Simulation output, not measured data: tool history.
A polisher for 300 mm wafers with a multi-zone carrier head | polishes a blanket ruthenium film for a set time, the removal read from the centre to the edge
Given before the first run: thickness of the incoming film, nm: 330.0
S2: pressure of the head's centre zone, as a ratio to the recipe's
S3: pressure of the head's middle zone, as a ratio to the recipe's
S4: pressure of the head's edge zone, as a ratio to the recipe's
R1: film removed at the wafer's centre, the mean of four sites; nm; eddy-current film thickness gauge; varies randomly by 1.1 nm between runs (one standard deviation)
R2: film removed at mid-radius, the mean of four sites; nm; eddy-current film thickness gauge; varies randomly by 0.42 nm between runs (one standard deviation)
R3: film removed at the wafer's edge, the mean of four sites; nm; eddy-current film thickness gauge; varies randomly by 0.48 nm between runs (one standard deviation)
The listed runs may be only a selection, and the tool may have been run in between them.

{"run": 1, "hour": 0.0, "flow of slurry (ml/min)": 230, "S2": 1, "S3": 1, "S4": 1, "polishing time (s)": 56, "R1": 72.131, "R2": 73.135, "R3": 71.554}
{"run": 2, "hour": 2.9, "flow of slurry (ml/min)": 230, "S2": 1, "S3": 1.06, "S4": 1, "polishing time (s)": 56, "R1": 74.311, "R2": 76.296, "R3": 72.316}
{"run": 3, "hour": 8.0, "flow of slurry (ml/min)": 230, "S2": 1, "S3": 1.06, "S4": 1.05, "polishing time (s)": 56, "R1": 73.127, "R2": 76.747, "R3": 74.513}
{"run": 4, "hour": 8.7, "flow of slurry (ml/min)": 215, "S2": 1.02, "S3": 1.02, "S4": 1.02, "polishing time (s)": 56, "R1": 74.037, "R2": 73.022, "R3": 72.268}
{"run": 5, "hour": 17.2, "flow of slurry (ml/min)": 215, "S2": 1.1, "S3": 1.02, "S4": 1.02, "polishing time (s)": 56, "R1": 80.521, "R2": 72.958, "R3": 73.186}
{"run": 6, "hour": 18.7, "flow of slurry (ml/min)": 200, "S2": 1.09, "S3": 1, "S4": 0.99, "polishing time (s)": 56, "R1": 78.653, "R2": 71.427, "R3": 70.724}
{"run": 7, "hour": 26.2, "flow of slurry (ml/min)": 190, "S2": 1.09, "S3": 0.98, "S4": 0.98, "polishing time (s)": 56, "R1": 76.645, "R2": 69.496, "R3": 69.529}

Expected results for the next run?
{"run": 8, "hour": 32.8, "flow of slurry (ml/min)": 180, "S2": 1.09, "S3": 0.97, "S4": 0.97, "polishing time (s)": 56, "R1": "?", "R2": "?", "R3": "?"}

{"run 8": {"R1": 78.395, "R2": 68.944, "R3": 69.511}}
